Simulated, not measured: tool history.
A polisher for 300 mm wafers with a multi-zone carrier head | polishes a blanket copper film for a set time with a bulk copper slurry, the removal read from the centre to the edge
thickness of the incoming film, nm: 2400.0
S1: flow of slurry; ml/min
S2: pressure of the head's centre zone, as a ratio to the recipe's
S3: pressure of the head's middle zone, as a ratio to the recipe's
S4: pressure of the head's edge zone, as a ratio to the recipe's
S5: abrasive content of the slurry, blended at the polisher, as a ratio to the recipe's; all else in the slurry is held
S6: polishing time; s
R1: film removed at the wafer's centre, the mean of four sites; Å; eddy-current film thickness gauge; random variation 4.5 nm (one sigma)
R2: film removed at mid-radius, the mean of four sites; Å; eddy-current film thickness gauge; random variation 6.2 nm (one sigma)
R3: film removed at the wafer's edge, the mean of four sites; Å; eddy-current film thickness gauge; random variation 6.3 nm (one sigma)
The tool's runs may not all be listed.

run,hour,S1,S2,S3,S4,S5,S6,R1,R2,R3
1,0.0,245,1.00,1.00,1.00,1.00,74,5997.9,6282.3,5714.1
2,6.6,245,1.00,1.00,1.00,1.00,90,7279.7,7414.0,7001.3
3,10.4,240,0.97,1.00,0.99,0.95,87,6771.2,7020.2,6751.7
4,18.5,240,0.97,1.00,0.99,0.80,87,6272.2,6771.0,6163.9
5,22.8,240,0.94,1.00,0.99,0.80,87,6062.8,6776.0,6380.2
6,25.3,240,0.93,1.00,0.98,0.75,85,5781.5,6458.4,5875.0
7,30.3,235,0.91,1.00,0.98,0.70,84,5409.1,6238.5,5793.3
8,32.3,235,0.90,1.00,0.97,0.65,83,5267.8,5823.7,5385.4
9,34.1,230,0.89,1.01,0.97,0.65,83,5054.2,5925.7,5416.1
10,42.9,225,0.88,1.01,0.96,0.65,83,5054.5,5870.2,5433.7
11,50.7,220,0.87,1.01,0.95,0.65,83,5011.8,5863.8,5261.7
12,58.7,215,0.86,1.01,0.95,0.65,83,4916.6,5835.7,5550.8
13,64.3,215,0.85,1.01,0.95,0.65,83,4907.6,5837.3,5323.8
14,70.8,180,0.81,1.02,1.00,0.50,78,3673.8,4892.0,4524.6

Run 15 comes next. What will it give?
15,72.5,190,0.81,1.02,1.00,0.50,78,?,?,?

R1: 3810.6 Å
R2: 4989.6 Å
R3: 4478.8 Å
